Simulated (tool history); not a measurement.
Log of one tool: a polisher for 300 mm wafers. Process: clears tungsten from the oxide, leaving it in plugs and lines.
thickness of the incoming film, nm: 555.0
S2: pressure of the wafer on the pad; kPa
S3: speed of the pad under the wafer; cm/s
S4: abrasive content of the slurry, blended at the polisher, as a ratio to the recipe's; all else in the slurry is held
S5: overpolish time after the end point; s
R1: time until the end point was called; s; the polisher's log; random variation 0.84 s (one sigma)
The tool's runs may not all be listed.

run 1 day=0 | flow_of_slurry_(ml/min)=280 S2=31 S3=98 S4=1 S5=24 | R1=89.645
run 2 day=0.321 | flow_of_slurry_(ml/min)=280 S2=35.2 S3=98 S4=1 S5=24 | R1=81.779
run 3 day=0.383 | flow_of_slurry_(ml/min)=280 S2=35.2 S3=98 S4=0.9 S5=24 | R1=84.06
run 4 day=0.467 | flow_of_slurry_(ml/min)=280 S2=33.8 S3=98 S4=0.9 S5=24 | R1=86.41
run 5 day=0.6 | flow_of_slurry_(ml/min)=280 S2=33.1 S3=98 S4=0.9 S5=24 | R1=89.149
run 6 day=0.808 | flow_of_slurry_(ml/min)=280 S2=32.4 S3=98 S4=0.9 S5=24 | R1=90.674

Forecast run 7:
run 7 day=0.929 | flow_of_slurry_(ml/min)=280 S2=31.7 S3=98 S4=0.9 S5=24 | R1=?

Run 7 gave R1 92.191 s.
